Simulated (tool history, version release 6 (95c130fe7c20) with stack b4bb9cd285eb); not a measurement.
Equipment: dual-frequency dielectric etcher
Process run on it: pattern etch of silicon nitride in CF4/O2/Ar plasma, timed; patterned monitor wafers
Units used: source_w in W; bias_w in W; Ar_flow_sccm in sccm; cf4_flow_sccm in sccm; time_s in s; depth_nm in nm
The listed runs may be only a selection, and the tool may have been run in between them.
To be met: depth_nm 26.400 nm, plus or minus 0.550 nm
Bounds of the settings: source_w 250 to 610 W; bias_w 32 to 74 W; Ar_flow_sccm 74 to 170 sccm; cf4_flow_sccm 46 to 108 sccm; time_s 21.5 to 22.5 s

run 1 hour=0.0 | source_w=430 bias_w=53 Ar_flow_sccm=122 cf4_flow_sccm=77 time_s=21.5 | depth_nm=33.846
run 2 hour=5.3 | source_w=430 bias_w=53 Ar_flow_sccm=122 cf4_flow_sccm=85 time_s=21.5 | depth_nm=34.321
run 3 hour=11.1 | source_w=430 bias_w=53 Ar_flow_sccm=122 cf4_flow_sccm=95 time_s=21.5 | depth_nm=35.181
run 4 hour=13.9 | source_w=400 bias_w=53 Ar_flow_sccm=122 cf4_flow_sccm=95 time_s=21.5 | depth_nm=32.329
run 5 hour=19.4 | source_w=380 bias_w=53 Ar_flow_sccm=122 cf4_flow_sccm=95 time_s=21.5 | depth_nm=30.761
run 6 hour=24.3 | source_w=380 bias_w=53 Ar_flow_sccm=105 cf4_flow_sccm=95 time_s=21.5 | depth_nm=31.272
run 7 hour=31.6 | source_w=360 bias_w=53 Ar_flow_sccm=105 cf4_flow_sccm=95 time_s=21.5 | depth_nm=29.217
run 8 hour=32.3 | source_w=350 bias_w=53 Ar_flow_sccm=105 cf4_flow_sccm=95 time_s=21.5 | depth_nm=28.506
run 9 hour=34.1 | source_w=340 bias_w=53 Ar_flow_sccm=105 cf4_flow_sccm=95 time_s=21.5 | depth_nm=27.582

Which one of the following 4 next-run settings gets every result inside its allowed miss? There is exactly one.
run A hour=35.9 | source_w=350 bias_w=52 Ar_flow_sccm=86 cf4_flow_sccm=104 time_s=21.5 | depth_nm=?
run B hour=35.9 | source_w=340 bias_w=51 Ar_flow_sccm=95 cf4_flow_sccm=93 time_s=22.5 | depth_nm=?
run C hour=35.9 | source_w=350 bias_w=45 Ar_flow_sccm=100 cf4_flow_sccm=98 time_s=21.5 | depth_nm=?
run D hour=35.9 | source_w=340 bias_w=55 Ar_flow_sccm=95 cf4_flow_sccm=95 time_s=22.5 | depth_nm=?

move=A depth_nm=28.861
move=B depth_nm=28.371
move=C depth_nm=26.429
move=D depth_nm=29.505
A: misses by more than the last run did
B: misses by more than the last run did
C: every result lands within tolerance
D: misses by more than the last run did
C meets every target.

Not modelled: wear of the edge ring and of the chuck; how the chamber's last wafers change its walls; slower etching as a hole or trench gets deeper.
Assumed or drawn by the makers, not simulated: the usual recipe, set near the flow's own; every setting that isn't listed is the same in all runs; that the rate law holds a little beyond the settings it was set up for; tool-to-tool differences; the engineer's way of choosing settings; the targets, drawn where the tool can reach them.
